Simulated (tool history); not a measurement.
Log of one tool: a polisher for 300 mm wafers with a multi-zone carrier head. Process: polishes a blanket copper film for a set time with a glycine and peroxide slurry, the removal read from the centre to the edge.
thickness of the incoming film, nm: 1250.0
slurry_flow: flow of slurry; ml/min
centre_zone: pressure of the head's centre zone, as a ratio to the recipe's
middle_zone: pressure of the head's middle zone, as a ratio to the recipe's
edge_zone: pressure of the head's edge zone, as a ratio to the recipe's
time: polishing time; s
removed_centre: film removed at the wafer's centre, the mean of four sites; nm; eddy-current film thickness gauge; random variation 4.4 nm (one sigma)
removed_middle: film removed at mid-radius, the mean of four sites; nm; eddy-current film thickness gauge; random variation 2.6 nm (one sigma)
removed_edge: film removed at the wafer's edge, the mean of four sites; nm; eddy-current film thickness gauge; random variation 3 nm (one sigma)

| run | hour | slurry_flow | centre_zone | middle_zone | edge_zone | time | removed_centre | removed_middle | removed_edge |
|---|---|---|---|---|---|---|---|---|---|
| 1 | 0 | 265 | 1 | 1 | 1 | 89 | 454.94 | 440.1 | 448.17 |
| 2 | 2.5 | 260 | 0.99 | 0.98 | 0.97 | 84 | 433.81 | 405.43 | 415.1 |
| 3 | 6.5 | 255 | 0.96 | 0.97 | 0.94 | 81 | 406.36 | 388.13 | 395.01 |
| 4 | 14.1 | 290 | 0.96 | 0.97 | 0.94 | 81 | 404.54 | 388.03 | 399.61 |
| 5 | 20.1 | 290 | 0.91 | 0.97 | 0.94 | 81 | 379.62 | 393.02 | 404.89 |
| 6 | 26.8 | 350 | 0.91 | 0.97 | 0.94 | 81 | 401.39 | 391.55 | 409.07 |

The next listed run, before its measurement:
| 7 | 35.6 | 335 | 0.91 | 0.96 | 0.91 | 79 | ? | ? | ? |

{"run 7": {"removed_centre": 378.98, "removed_middle": 381.96, "removed_edge": 386.71}}

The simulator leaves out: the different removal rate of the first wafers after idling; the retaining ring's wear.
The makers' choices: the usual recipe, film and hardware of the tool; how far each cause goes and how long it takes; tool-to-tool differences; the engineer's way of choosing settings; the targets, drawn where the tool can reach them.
